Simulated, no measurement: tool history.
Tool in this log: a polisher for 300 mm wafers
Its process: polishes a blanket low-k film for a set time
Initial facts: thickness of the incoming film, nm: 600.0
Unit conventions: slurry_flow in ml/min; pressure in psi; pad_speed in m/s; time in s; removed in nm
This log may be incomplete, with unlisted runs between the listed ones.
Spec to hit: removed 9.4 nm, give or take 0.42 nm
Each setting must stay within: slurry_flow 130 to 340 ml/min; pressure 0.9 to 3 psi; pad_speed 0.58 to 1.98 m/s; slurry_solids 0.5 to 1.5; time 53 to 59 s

{"run": 1, "day": 0.0, "slurry_flow": 220, "pressure": 1.9, "pad_speed": 1.28, "slurry_solids": 1, "time": 59, "removed": 25.327}
{"run": 2, "day": 0.362, "slurry_flow": 220, "pressure": 1.9, "pad_speed": 1.04, "slurry_solids": 1, "time": 59, "removed": 21.458}
{"run": 3, "day": 0.475, "slurry_flow": 220, "pressure": 1.9, "pad_speed": 1.04, "slurry_solids": 1, "time": 59, "removed": 21.229}
{"run": 4, "day": 0.696, "slurry_flow": 220, "pressure": 2.2, "pad_speed": 1.04, "slurry_solids": 1, "time": 59, "removed": 24.528}
{"run": 5, "day": 0.75, "slurry_flow": 220, "pressure": 1.8, "pad_speed": 0.9, "slurry_solids": 0.95, "time": 59, "removed": 17.26}
{"run": 6, "day": 0.967, "slurry_flow": 220, "pressure": 1.8, "pad_speed": 0.9, "slurry_solids": 1.05, "time": 59, "removed": 18.395}
{"run": 7, "day": 1.129, "slurry_flow": 220, "pressure": 1.5, "pad_speed": 0.82, "slurry_solids": 1.05, "time": 59, "removed": 14.404}
{"run": 8, "day": 1.483, "slurry_flow": 220, "pressure": 1.3, "pad_speed": 0.78, "slurry_solids": 1.05, "time": 59, "removed": 12.244}
{"run": 9, "day": 1.521, "slurry_flow": 220, "pressure": 1.2, "pad_speed": 0.78, "slurry_solids": 1.05, "time": 59, "removed": 11.183}
{"run": 10, "day": 1.8, "slurry_flow": 220, "pressure": 1.1, "pad_speed": 0.78, "slurry_solids": 1.05, "time": 59, "removed": 10.417}
{"run": 11, "day": 1.962, "slurry_flow": 220, "pressure": 1.1, "pad_speed": 0.78, "slurry_solids": 1.05, "time": 59, "removed": 10.357}
{"run": 12, "day": 2.112, "slurry_flow": 220, "pressure": 1.1, "pad_speed": 0.78, "slurry_solids": 1.05, "time": 59, "removed": 10.548}

Exercise: of the 4 proposed moves below, exactly one satisfies all targets within the stated allowed misses. Which move is it?
{"run": "A", "day": 2.262, "slurry_flow": 215, "pressure": 1.2, "pad_speed": 0.6, "slurry_solids": 1.15, "time": 54, "removed": "?"}
{"run": "B", "day": 2.262, "slurry_flow": 210, "pressure": 1.1, "pad_speed": 0.68, "slurry_solids": 1.15, "time": 58, "removed": "?"}
{"run": "C", "day": 2.262, "slurry_flow": 255, "pressure": 1, "pad_speed": 0.66, "slurry_solids": 1.05, "time": 59, "removed": "?"}
{"run": "D", "day": 2.262, "slurry_flow": 310, "pressure": 1.2, "pad_speed": 0.78, "slurry_solids": 0.8, "time": 53, "removed": "?"}

move=A removed=8.8155
move=B removed=9.6101
move=C removed=8.423
move=D removed=8.5087
A: the result that was furthest off in the last run now lies on the other side of its target
B: all results land within tolerance of their targets
C: the result that was furthest off in the last run now lies on the other side of its target
D: the result that was furthest off in the last run now lies on the other side of its target
Go with B: it meets all targets.
